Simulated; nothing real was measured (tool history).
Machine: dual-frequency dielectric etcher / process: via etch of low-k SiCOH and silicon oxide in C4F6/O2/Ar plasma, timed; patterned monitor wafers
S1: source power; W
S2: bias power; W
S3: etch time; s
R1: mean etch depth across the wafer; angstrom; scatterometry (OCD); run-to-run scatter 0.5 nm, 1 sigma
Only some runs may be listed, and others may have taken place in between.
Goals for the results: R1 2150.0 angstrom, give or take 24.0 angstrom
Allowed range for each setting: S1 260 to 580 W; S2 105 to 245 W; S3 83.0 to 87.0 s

run,hour,S1,S2,S3,R1
1,0.0,420,175,83.0,1990.2
2,5.2,360,175,83.0,1852.5
3,11.3,400,176,83.0,1948.1
4,13.9,400,158,83.0,1877.3
5,20.0,400,185,83.0,1969.4
6,25.4,400,168,83.0,1910.6
7,27.1,430,169,83.0,1987.3
8,27.8,450,170,83.0,2026.7
9,35.1,470,170,83.0,2074.4
10,38.8,480,170,83.0,2096.3
11,43.6,490,170,83.0,2116.6

Consider the 4 candidate settings below. Which is the only one whose results all fall within their allowed miss of target?
A,48.4,430,165,87.0,?
B,48.4,510,169,83.0,?
C,48.4,460,170,84.5,?
D,48.4,520,132,84.0,?

move,R1
A,2063.0
B,2145.1
C,2085.6
D,2049.6
A: moves away from the targets compared with the last run
B: hits every target within its allowed miss
C: moves away from the targets compared with the last run
D: moves away from the targets compared with the last run
B meets every target.

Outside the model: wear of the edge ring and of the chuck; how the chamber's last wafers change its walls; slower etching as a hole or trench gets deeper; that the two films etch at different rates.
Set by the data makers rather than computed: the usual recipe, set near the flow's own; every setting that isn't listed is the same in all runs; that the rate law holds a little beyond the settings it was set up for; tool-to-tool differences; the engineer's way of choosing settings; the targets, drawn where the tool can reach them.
